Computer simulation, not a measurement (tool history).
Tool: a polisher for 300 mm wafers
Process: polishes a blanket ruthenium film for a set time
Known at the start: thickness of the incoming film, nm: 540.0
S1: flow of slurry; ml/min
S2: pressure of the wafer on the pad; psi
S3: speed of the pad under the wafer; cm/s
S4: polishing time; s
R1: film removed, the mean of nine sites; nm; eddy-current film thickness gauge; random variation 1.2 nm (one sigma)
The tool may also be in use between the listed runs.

{"run": 1, "hour": 0.0, "S1": 275, "S2": 1.8, "S3": 120, "S4": 57, "R1": 65.775}
{"run": 2, "hour": 0.8, "S1": 275, "S2": 1.8, "S3": 90, "S4": 57, "R1": 50.802}
{"run": 3, "hour": 7.2, "S1": 275, "S2": 1.8, "S3": 70, "S4": 57, "R1": 39.031}
{"run": 4, "hour": 11.2, "S1": 275, "S2": 1.8, "S3": 70, "S4": 57, "R1": 38.698}
{"run": 5, "hour": 17.8, "S1": 275, "S2": 2.1, "S3": 78, "S4": 57, "R1": 48.172}
{"run": 6, "hour": 20.6, "S1": 275, "S2": 2.1, "S3": 100, "S4": 57, "R1": 61.226}
{"run": 7, "hour": 26.8, "S1": 275, "S2": 2.1, "S3": 100, "S4": 57, "R1": 61.021}

Run 8 comes next. What will it give?
{"run": 8, "hour": 35.2, "S1": 275, "S2": 2.6, "S3": 108, "S4": 57, "R1": "?"}

{"run 8": {"R1": 78.71}}

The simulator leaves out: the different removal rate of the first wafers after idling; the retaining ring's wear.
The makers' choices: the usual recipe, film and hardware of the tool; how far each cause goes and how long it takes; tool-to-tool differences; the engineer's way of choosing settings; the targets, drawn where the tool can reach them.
